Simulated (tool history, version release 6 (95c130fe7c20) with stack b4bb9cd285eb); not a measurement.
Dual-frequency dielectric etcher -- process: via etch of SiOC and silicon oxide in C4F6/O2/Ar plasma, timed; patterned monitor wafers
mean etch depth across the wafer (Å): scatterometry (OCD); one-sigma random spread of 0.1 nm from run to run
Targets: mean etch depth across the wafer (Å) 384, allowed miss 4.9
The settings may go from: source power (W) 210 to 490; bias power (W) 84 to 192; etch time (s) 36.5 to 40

run,hour,source power (W),bias power (W),etch time (s),mean etch depth across the wafer (Å)
1,0,350,138,40,361.9
2,4.5,350,128,40,355.64
3,10.6,350,128,36.5,323.01
4,14.2,350,128,36.5,324.81
5,15.8,390,130,36.5,337.81
6,20.7,390,130,36.5,337.19
7,23.5,410,137,36.5,347.46
8,25.1,430,143,36.5,355.51
9,31.1,440,148,36.5,364.93
10,39.7,450,151,36.5,370.03
11,44.3,460,153,36.5,373.7
12,49.7,470,154,36.5,378.69

Pick the move, out of 5, that brings all results within their allowed miss; only one does.
A,55.1,440,141,38,?
B,55.1,480,144,37.5,?
C,55.1,470,143,36.5,?
D,55.1,470,159,38,?
E,55.1,490,142,36.5,?

move,mean etch depth across the wafer (Å)
A,373.22
B,381.45
C,367.91
D,396.03
E,372.2
A: misses by more than the last run did
B: hits every target within its allowed miss
C: misses by more than the last run did
D: takes the result that was furthest off past its target
E: misses by more than the last run did
B meets every target.

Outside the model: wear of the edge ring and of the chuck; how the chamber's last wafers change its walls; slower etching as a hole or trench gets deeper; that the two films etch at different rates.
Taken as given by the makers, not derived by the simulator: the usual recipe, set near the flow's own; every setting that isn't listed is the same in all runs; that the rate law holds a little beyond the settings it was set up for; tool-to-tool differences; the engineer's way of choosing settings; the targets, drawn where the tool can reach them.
